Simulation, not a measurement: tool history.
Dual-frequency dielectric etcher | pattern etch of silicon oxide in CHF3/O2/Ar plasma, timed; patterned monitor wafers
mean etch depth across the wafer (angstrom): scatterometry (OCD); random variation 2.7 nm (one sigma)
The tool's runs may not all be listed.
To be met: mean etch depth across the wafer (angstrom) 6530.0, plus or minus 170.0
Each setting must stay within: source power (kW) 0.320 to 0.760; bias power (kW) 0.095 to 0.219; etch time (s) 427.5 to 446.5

run	day	source power (kW)	bias power (kW)	etch time (s)	mean etch depth across the wafer (angstrom)
1	0.000	0.540	0.157	427.5	8120.8
2	0.154	0.540	0.175	427.5	8359.6
3	0.408	0.540	0.175	427.5	8454.7
4	0.658	0.520	0.170	427.5	8147.5
5	0.796	0.520	0.181	427.5	8333.3
6	1.092	0.600	0.181	427.5	8888.1
7	1.129	0.570	0.175	427.5	8554.0
8	1.225	0.540	0.170	427.5	8328.2
9	1.483	0.520	0.165	427.5	8038.8
10	1.546	0.500	0.162	427.5	7913.2
11	1.683	0.480	0.159	427.5	7659.6
12	1.800	0.480	0.159	427.5	7693.3
13	2.046	0.460	0.157	427.5	7483.6
14	2.312	0.450	0.156	427.5	7361.0
15	2.596	0.440	0.155	427.5	7233.9
16	2.925	0.430	0.154	427.5	7214.5

Of the 4 settings listed for the next run, only one would bring every result within its allowed miss of target. Which one?
A	3.254	0.400	0.142	438.5	?
B	3.254	0.320	0.174	446.5	?
C	3.254	0.430	0.113	446.5	?
D	3.254	0.320	0.165	427.5	?

move	mean etch depth across the wafer (angstrom)
A	6848.6
B	6502.5
C	6779.9
D	6117.5
A: gains on the last run, yet a result remains outside its allowed miss
B: every result within its allowed miss
C: gains on the last run, yet a result remains outside its allowed miss
D: takes the result that was furthest off past its target
Move B is the one to make.

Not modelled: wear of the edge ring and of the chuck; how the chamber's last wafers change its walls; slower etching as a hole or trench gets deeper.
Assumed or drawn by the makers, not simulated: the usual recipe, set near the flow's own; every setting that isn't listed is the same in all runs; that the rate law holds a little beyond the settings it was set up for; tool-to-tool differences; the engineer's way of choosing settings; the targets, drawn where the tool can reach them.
